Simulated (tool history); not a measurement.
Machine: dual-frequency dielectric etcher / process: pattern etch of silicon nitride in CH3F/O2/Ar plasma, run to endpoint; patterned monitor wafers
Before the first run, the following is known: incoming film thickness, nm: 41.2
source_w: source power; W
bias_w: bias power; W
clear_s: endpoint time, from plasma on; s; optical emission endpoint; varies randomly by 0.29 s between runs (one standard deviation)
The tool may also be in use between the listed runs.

Run 1, hour 0.0: source_w 300 W, bias_w 64 W. Result: clear_s 68.281 s.
Run 2, hour 6.5: source_w 300 W, bias_w 72 W. Result: clear_s 65.464 s.
Run 3, hour 11.3: source_w 300 W, bias_w 80 W. Result: clear_s 62.615 s.
Run 4, hour 12.9: source_w 280 W, bias_w 76 W. Result: clear_s 65.991 s.
Run 5, hour 20.2: source_w 260 W, bias_w 73 W. Result: clear_s 68.838 s.
At hour 24.3: source power generator calibrated.
Run 6, hour 24.3: source_w 260 W, bias_w 78 W. Result: clear_s 67.576 s.
Run 7, hour 33.3: source_w 240 W, bias_w 75 W. Result: clear_s 70.967 s.
Run 8, hour 41.9: source_w 230 W, bias_w 73 W. Result: clear_s 72.648 s.
Run 9, hour 49.0: source_w 220 W, bias_w 71 W. Result: clear_s 74.572 s.

Run 10, settings as shown, results not yet in. Your forecast:
Run 10, hour 50.7: source_w 210 W, bias_w 69 W. Result: clear_s ?.

{"run 10": {"clear_s": 77.499}}
